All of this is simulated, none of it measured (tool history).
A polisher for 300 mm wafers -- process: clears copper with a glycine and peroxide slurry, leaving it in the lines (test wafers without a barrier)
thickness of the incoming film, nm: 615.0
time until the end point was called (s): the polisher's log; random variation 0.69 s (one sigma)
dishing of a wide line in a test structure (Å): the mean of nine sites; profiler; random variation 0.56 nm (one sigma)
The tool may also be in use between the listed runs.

run,hour,flow of slurry (ml/min),pressure of the wafer on the pad (psi),speed of the pad under the wafer (cm/s),overpolish time after the end point (s),time until the end point was called (s),dishing of a wide line in a test structure (Å)
1,0,155,2.3,114,13,109.92,437.93
2,2.6,155,2.3,114,17,109.5,539.53
3,10.2,165,2.4,114,14,106.87,482.15
4,12,180,2.4,114,14,105.57,474.35
5,20.1,180,2.4,128,14,94.847,514.5
6,21.6,215,2.4,128,14,94.582,522.25
7,28.4,215,2.5,128,12,90.728,475.27
8,31.7,215,2.5,128,10,91.353,416.73

Forecast run 9:
9,39.6,215,2.5,128,9,?,?

{"run 9": {"time until the end point was called (s)": 92.213, "dishing of a wide line in a test structure (Å)": 376.59}}
